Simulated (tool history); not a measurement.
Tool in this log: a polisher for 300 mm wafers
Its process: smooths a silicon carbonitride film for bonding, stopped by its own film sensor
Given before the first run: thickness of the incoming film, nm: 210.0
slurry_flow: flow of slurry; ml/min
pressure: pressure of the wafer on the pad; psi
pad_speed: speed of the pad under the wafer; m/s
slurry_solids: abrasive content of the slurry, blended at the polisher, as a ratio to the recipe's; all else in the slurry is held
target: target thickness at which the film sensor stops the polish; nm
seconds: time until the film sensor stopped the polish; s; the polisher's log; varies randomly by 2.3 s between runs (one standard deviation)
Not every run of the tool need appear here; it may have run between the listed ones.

run,hour,slurry_flow,pressure,pad_speed,slurry_solids,target,seconds
1,0.0,125,2.3,1.02,1.00,192,64.608
2,7.0,110,2.3,1.02,1.00,192,67.462
3,9.1,140,2.3,1.02,1.00,192,63.363
4,10.8,140,2.3,1.02,0.85,192,68.198
5,12.4,140,2.3,1.02,0.85,194,60.844
6,16.6,135,2.0,0.96,0.85,194,72.262
7,17.6,135,1.8,0.88,0.85,194,86.725

Expected results for the next run?
8,20.4,135,1.6,0.84,0.85,194,?

seconds: 104.300 s
